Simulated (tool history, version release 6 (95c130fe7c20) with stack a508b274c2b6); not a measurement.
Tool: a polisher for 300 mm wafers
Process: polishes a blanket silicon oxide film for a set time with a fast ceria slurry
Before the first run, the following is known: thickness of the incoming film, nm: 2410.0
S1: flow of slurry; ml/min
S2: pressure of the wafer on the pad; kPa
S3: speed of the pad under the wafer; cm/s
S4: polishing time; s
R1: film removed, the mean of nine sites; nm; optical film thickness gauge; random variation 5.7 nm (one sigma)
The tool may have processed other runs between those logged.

run 1 hour=0.0 | S1=270 S2=21.4 S3=110 S4=58 | R1=922.13
run 2 hour=1.6 | S1=270 S2=26.2 S3=110 S4=58 | R1=1060.50
run 3 hour=9.0 | S1=305 S2=26.2 S3=110 S4=58 | R1=1068.00
run 4 hour=12.7 | S1=335 S2=26.2 S3=110 S4=58 | R1=1065.80
run 5 hour=17.4 | S1=290 S2=26.2 S3=110 S4=58 | R1=1064.70
run 6 hour=22.3 | S1=290 S2=26.2 S3=96 S4=58 | R1=930.43
run 7 hour=28.7 | S1=290 S2=25.5 S3=96 S4=58 | R1=902.66

Expected results for the next run?
run 8 hour=32.4 | S1=290 S2=24.8 S3=96 S4=58 | R1=?

Run 8 yielded R1 889.72 nm.
